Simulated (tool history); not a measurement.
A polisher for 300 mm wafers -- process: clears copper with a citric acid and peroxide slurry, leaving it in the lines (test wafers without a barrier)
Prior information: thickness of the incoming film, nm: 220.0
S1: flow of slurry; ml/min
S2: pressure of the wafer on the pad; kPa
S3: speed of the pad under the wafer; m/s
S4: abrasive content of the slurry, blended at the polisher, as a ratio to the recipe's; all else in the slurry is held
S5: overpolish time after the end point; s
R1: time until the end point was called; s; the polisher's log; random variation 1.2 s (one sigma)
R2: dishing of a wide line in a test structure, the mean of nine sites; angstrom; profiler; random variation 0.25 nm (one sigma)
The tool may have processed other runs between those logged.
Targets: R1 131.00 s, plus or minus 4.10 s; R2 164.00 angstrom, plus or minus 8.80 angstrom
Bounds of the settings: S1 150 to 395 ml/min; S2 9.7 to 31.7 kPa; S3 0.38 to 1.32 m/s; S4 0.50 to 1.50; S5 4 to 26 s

run,hour,S1,S2,S3,S4,S5,R1,R2
1,0.0,250,20.7,0.84,1.00,13,120.60,174.14
2,0.7,245,20.0,0.84,1.00,13,122.49,175.10
3,1.4,245,19.3,0.84,1.00,13,124.93,166.50
4,4.5,245,22.1,0.84,1.00,13,114.10,183.81
5,5.8,245,21.4,0.84,1.00,13,117.64,179.64
6,12.7,245,25.5,0.84,1.00,13,102.92,202.33
7,20.0,245,24.1,0.84,1.00,13,108.08,201.43
8,23.2,245,22.8,0.84,1.00,13,113.26,193.73
9,25.1,245,22.1,0.84,1.00,13,115.95,183.80
10,31.6,240,21.4,0.84,1.00,13,116.70,182.12

Exercise: of the 4 proposed moves below, exactly one satisfies all targets within the stated allowed misses. Which move is it?
A,38.1,230,18.6,0.96,0.70,13,?,?
B,38.1,200,24.8,0.96,0.95,12,?,?
C,38.1,250,24.8,0.98,0.85,10,?,?
D,38.1,230,17.9,0.88,1.15,14,?,?

move,R1,R2
A,129.65,161.36
B,98.81,194.19
C,97.70,165.15
D,124.22,180.14
A: all results in spec
B: further off than the last run
C: further off than the last run
D: moves toward the targets from the last run without getting all of them in spec
Answer: A
